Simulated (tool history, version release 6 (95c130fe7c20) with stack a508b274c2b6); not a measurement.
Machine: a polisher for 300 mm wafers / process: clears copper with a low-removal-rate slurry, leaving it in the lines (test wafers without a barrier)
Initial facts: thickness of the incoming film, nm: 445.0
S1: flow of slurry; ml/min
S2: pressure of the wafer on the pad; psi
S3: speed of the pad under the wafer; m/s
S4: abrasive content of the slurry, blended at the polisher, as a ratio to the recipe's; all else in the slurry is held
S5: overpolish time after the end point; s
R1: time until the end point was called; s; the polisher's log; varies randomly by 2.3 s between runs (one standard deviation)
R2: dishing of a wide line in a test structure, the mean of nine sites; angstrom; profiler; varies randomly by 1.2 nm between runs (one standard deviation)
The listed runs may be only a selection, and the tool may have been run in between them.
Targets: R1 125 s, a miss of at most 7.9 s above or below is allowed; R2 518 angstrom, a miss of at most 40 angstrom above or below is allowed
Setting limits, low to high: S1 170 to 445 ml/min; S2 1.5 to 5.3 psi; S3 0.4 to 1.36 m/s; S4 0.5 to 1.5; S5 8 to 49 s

| run | day | S1 | S2 | S3 | S4 | S5 | R1 | R2 |
|---|---|---|---|---|---|---|---|---|
| 1 | 0 | 285 | 3.4 | 0.88 | 1 | 25 | 165.51 | 437.08 |
| 2 | 0.121 | 285 | 3.4 | 0.88 | 0.85 | 25 | 172.43 | 419.35 |
| 3 | 0.4 | 285 | 3.7 | 0.88 | 0.85 | 25 | 159.19 | 446.78 |
| 4 | 0.667 | 285 | 3.7 | 0.96 | 0.85 | 25 | 157.85 | 477.74 |
| 5 | 0.754 | 290 | 4 | 0.96 | 0.85 | 23 | 143.87 | 459.22 |
| 6 | 0.829 | 290 | 4 | 0.86 | 0.85 | 23 | 155.58 | 418.65 |
| 7 | 1.175 | 290 | 4 | 0.86 | 0.85 | 23 | 156.77 | 441.41 |
| 8 | 1.425 | 290 | 4.3 | 0.88 | 0.85 | 22 | 138.46 | 436.99 |
| 9 | 1.467 | 290 | 4.4 | 0.9 | 0.85 | 23 | 138.94 | 489.69 |

Of the 4 settings listed for the next run, only one would bring every result within its allowed miss of target. Which one?
| A | 1.508 | 270 | 3.7 | 0.94 | 0.75 | 28 | ? | ? |
| B | 1.508 | 270 | 3.7 | 0.92 | 0.85 | 31 | ? | ? |
| C | 1.508 | 370 | 4.7 | 1.1 | 0.55 | 23 | ? | ? |
| D | 1.508 | 280 | 4.2 | 0.86 | 0.8 | 28 | ? | ? |

| move | R1 | R2 |
|---|---|---|
| A | 157.66 | 486.54 |
| B | 153.69 | 529.92 |
| C | 120.56 | 519.45 |
| D | 146.77 | 515.54 |
A: its largest miss is bigger than the last run's
B: its largest miss is bigger than the last run's
C: every result within its allowed miss
D: its largest miss is bigger than the last run's
Move C is the one to make.
